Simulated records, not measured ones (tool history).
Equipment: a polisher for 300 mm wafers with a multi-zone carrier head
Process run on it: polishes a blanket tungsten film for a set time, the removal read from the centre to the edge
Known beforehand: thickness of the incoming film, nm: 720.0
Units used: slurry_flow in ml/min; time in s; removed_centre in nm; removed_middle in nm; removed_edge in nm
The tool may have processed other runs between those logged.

run,hour,slurry_flow,centre_zone,middle_zone,edge_zone,slurry_solids,time,removed_centre,removed_middle,removed_edge
1,0.0,245,1.00,1.00,1.00,1.00,41,235.15,231.20,231.83
2,7.8,245,0.97,1.00,0.96,0.85,40,214.60,218.91,209.91
3,8.8,245,0.97,1.00,0.96,1.00,40,220.92,227.39,216.38
4,17.6,240,0.93,0.96,0.92,0.90,40,205.02,214.04,208.42
5,22.9,235,0.92,0.95,0.89,0.80,40,200.94,209.23,201.09
6,24.7,235,0.92,1.02,0.89,0.80,40,197.70,218.95,203.84
7,29.7,240,0.91,1.00,0.87,0.70,39,185.00,201.11,191.26
8,32.3,240,0.91,1.00,0.85,0.65,39,184.08,199.09,184.00
9,33.0,240,0.90,0.99,0.84,0.65,39,180.68,199.33,177.23

Predict the results of run 10:
10,40.4,235,0.90,0.97,0.85,0.65,39,?,?,?

Run 10 gave removed_centre 180.90 nm, removed_middle 196.69 nm, removed_edge 182.17 nm.

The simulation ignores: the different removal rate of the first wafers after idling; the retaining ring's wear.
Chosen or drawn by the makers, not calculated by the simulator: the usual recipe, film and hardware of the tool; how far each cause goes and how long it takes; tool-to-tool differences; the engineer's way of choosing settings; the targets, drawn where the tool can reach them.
